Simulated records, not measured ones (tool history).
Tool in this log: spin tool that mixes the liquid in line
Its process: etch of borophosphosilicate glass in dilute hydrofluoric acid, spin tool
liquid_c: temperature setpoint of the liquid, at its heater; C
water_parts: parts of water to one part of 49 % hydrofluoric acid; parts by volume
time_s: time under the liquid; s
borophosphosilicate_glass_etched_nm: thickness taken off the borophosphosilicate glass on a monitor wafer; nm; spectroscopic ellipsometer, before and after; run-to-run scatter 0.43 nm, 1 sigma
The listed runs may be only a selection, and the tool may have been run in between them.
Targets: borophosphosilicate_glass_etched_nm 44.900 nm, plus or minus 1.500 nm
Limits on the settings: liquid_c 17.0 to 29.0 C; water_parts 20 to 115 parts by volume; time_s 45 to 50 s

| run | hour | liquid_c | water_parts | time_s | borophosphosilicate_glass_etched_nm |
|---|---|---|---|---|---|
| 1 | 0.0 | 21.0 | 65 | 45 | 27.618 |
| 2 | 5.9 | 23.5 | 65 | 45 | 30.806 |
| 3 | 14.9 | 23.5 | 75 | 45 | 26.892 |
| 4 | 18.0 | 24.5 | 70 | 45 | 29.128 |
| 5 | 23.4 | 25.5 | 65 | 45 | 33.386 |
| 6 | 31.7 | 25.5 | 45 | 45 | 49.796 |
| 7 | 38.6 | 25.0 | 45 | 45 | 48.110 |
| 8 | 39.7 | 24.5 | 45 | 45 | 47.721 |
| 9 | 44.1 | 24.0 | 45 | 45 | 46.313 |

Exercise: of the 4 proposed moves below, exactly one satisfies all targets within the stated allowed misses. Which move is it?
| A | 48.5 | 22.5 | 40 | 45 | ? |
| B | 48.5 | 25.0 | 45 | 45 | ? |
| C | 48.5 | 22.0 | 40 | 45 | ? |
| D | 48.5 | 23.0 | 45 | 45 | ? |

| move | borophosphosilicate_glass_etched_nm |
|---|---|
| A | 49.029 |
| B | 48.023 |
| C | 48.009 |
| D | 44.214 |
A: misses by more than the last run did
B: misses by more than the last run did
C: misses by more than the last run did
D: every result within its allowed miss
Go with D: it meets all targets.
